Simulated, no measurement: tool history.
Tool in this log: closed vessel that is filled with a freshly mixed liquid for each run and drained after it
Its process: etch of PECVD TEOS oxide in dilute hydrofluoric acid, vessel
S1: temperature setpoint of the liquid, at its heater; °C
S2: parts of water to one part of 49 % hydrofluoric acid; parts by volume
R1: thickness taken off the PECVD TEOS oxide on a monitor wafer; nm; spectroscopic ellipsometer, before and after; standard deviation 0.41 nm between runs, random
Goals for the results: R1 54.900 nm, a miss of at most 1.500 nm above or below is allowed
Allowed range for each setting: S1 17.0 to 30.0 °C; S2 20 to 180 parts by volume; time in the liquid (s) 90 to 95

run 1 hour=0.0 | S1=22.0 S2=100 time_in_the_liquid_(s)=90 | R1=18.055
run 2 hour=4.7 | S1=22.0 S2=100 time_in_the_liquid_(s)=95 | R1=19.083
run 3 hour=10.4 | S1=24.0 S2=80 time_in_the_liquid_(s)=95 | R1=26.341
run 4 hour=11.3 | S1=24.0 S2=80 time_in_the_liquid_(s)=95 | R1=26.389
run 5 hour=17.9 | S1=25.5 S2=70 time_in_the_liquid_(s)=95 | R1=32.277
run 6 hour=20.9 | S1=26.5 S2=65 time_in_the_liquid_(s)=95 | R1=36.697
run 7 hour=21.8 | S1=27.5 S2=60 time_in_the_liquid_(s)=95 | R1=41.104
run 8 hour=26.6 | S1=28.0 S2=55 time_in_the_liquid_(s)=95 | R1=46.850

4 next moves are on the table. One of them brings every result within its allowed miss. Which?
run A hour=31.4 | S1=28.0 S2=45 time_in_the_liquid_(s)=90 | R1=?
run B hour=31.4 | S1=28.5 S2=45 time_in_the_liquid_(s)=95 | R1=?
run C hour=31.4 | S1=28.0 S2=50 time_in_the_liquid_(s)=95 | R1=?
run D hour=31.4 | S1=28.0 S2=45 time_in_the_liquid_(s)=95 | R1=?

move=A R1=55.443
move=B R1=59.705
move=C R1=52.286
move=D R1=58.523
A: each result inside its tolerance
B: pushes the last run's worst result past its target
C: better than the last run, though not everything is in spec
D: pushes the last run's worst result past its target
The right move is A.
